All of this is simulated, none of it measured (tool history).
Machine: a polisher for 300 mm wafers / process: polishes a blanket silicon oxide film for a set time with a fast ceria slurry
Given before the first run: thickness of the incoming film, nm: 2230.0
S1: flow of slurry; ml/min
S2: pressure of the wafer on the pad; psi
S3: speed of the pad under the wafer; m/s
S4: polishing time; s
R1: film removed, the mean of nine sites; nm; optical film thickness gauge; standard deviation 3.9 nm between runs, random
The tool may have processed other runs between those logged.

run,hour,S1,S2,S3,S4,R1
1,0,140,1.7,1.14,24,216.53
2,2.3,145,1.9,1.14,24,234.69
3,6.2,125,1.9,1.14,24,231.66
4,12.5,125,1.9,0.94,24,194.23
5,19.7,125,1.9,1.12,24,228.62
6,24.3,145,1.9,1.12,24,233.23

Run 7 comes next. What will it give?
7,26,145,1.9,1.12,24,?

{"run 7": {"R1": 232.77}}

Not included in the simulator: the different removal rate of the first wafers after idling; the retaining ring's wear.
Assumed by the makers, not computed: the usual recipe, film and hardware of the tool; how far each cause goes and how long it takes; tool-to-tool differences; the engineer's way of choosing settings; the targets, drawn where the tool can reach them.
